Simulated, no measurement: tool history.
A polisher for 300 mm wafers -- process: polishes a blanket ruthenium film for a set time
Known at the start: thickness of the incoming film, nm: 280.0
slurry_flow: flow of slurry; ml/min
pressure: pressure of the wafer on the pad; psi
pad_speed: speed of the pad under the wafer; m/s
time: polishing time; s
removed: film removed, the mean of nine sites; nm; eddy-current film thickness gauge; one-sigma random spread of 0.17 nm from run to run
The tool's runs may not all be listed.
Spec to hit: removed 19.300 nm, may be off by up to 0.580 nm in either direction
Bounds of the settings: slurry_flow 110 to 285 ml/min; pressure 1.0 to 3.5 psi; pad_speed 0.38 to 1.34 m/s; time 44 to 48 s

run  hour  slurry_flow  pressure  pad_speed  time  removed
  1   0.0          180       2.2       0.86    48   58.545
  2   3.0          180       2.1       0.82    48   53.463
  3   6.6          180       2.0       0.78    48   48.048
  4  12.6          180       2.0       0.90    48   55.184
  5  14.7          155       2.0       0.90    48   53.509
  6  20.0          150       1.9       0.86    48   48.544
  7  23.3          150       1.8       0.82    48   44.361
  8  30.2          150       1.7       0.78    48   40.269
  9  37.2          140       1.1       0.54    47   17.927

Below are 4 possible settings for the next run. Only one of them brings all results inside the allowed miss of their targets. Which is it?
  A  44.2          140       1.2       0.58    48        ?
  B  44.2          110       1.1       0.62    45        ?
  C  44.2          175       1.1       0.54    45        ?
  D  44.2          205       1.3       0.48    45        ?

move  removed
   A   21.391
   B   18.545
   C   17.999
   D   19.308
A: takes the result that was furthest off past its target
B: nearer the targets than the last run, but a result is still out of spec
C: nearer the targets than the last run, but a result is still out of spec
D: hits every target within its allowed miss
Answer: D

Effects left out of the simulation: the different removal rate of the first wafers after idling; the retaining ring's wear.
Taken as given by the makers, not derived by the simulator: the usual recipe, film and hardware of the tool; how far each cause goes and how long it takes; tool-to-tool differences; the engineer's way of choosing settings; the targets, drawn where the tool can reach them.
